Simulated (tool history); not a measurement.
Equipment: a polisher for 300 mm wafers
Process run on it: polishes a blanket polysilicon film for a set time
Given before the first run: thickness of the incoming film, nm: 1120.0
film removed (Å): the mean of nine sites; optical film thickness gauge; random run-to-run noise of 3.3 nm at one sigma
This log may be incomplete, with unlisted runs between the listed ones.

| run | hour | flow of slurry (ml/min) | pressure of the wafer on the pad (psi) | speed of the pad under the wafer (m/s) | polishing time (s) | film removed (Å) |
|---|---|---|---|---|---|---|
| 1 | 0.0 | 200 | 3.2 | 1.28 | 49 | 5309.7 |
| 2 | 6.9 | 150 | 3.2 | 1.28 | 49 | 4960.7 |
| 3 | 13.0 | 150 | 2.9 | 1.24 | 49 | 4428.3 |
| 4 | 20.3 | 150 | 2.7 | 1.20 | 49 | 3921.5 |
| 5 | 21.2 | 150 | 2.7 | 1.52 | 49 | 5009.0 |
| 6 | 21.7 | 145 | 2.5 | 1.46 | 49 | 4548.2 |
| 7 | 29.5 | 140 | 2.3 | 1.40 | 49 | 4044.6 |
| 8 | 33.8 | 140 | 2.2 | 1.34 | 49 | 3613.3 |
| 9 | 42.3 | 140 | 2.1 | 1.32 | 49 | 3411.8 |

The next listed run, before its measurement:
| 10 | 43.7 | 140 | 2.0 | 1.30 | 49 | ? |

{"run 10": {"film removed (Å)": 3178.3}}

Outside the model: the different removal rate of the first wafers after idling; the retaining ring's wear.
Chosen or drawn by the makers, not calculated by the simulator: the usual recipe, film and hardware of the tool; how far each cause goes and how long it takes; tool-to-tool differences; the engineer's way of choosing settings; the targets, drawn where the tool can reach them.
